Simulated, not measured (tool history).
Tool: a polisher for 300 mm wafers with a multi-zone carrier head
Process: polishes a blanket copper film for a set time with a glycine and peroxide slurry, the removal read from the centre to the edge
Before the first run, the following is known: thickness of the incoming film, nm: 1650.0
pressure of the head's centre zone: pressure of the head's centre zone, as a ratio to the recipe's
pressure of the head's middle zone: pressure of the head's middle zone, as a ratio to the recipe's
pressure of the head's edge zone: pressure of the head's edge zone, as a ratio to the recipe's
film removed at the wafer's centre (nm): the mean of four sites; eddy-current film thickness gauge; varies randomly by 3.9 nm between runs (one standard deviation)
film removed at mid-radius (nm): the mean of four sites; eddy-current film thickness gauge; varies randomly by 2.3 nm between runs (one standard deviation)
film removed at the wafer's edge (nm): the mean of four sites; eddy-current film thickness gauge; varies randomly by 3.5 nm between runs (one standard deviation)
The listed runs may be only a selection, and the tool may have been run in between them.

run,hour,flow of slurry (ml/min),pressure of the head's centre zone,pressure of the head's middle zone,pressure of the head's edge zone,polishing time (s),film removed at the wafer's centre (nm),film removed at mid-radius (nm),film removed at the wafer's edge (nm)
1,0.0,190,1.00,1.00,1.00,81,496.26,505.02,524.20
2,6.9,190,0.94,1.00,1.00,81,461.30,511.05,527.69
3,11.2,190,0.94,1.00,1.00,69,397.30,434.58,441.21
4,14.6,190,0.93,0.99,0.97,65,368.22,406.23,400.92
5,18.6,190,0.93,0.99,1.01,65,375.51,404.19,414.53
6,21.2,190,0.92,0.97,0.97,63,356.89,390.18,402.39

Run 7 is up next; what results do you expect?
7,26.4,185,0.92,0.97,0.95,60,?,?,?

{"run 7": {"film removed at the wafer's centre (nm)": 340.26, "film removed at mid-radius (nm)": 365.44, "film removed at the wafer's edge (nm)": 373.34}}
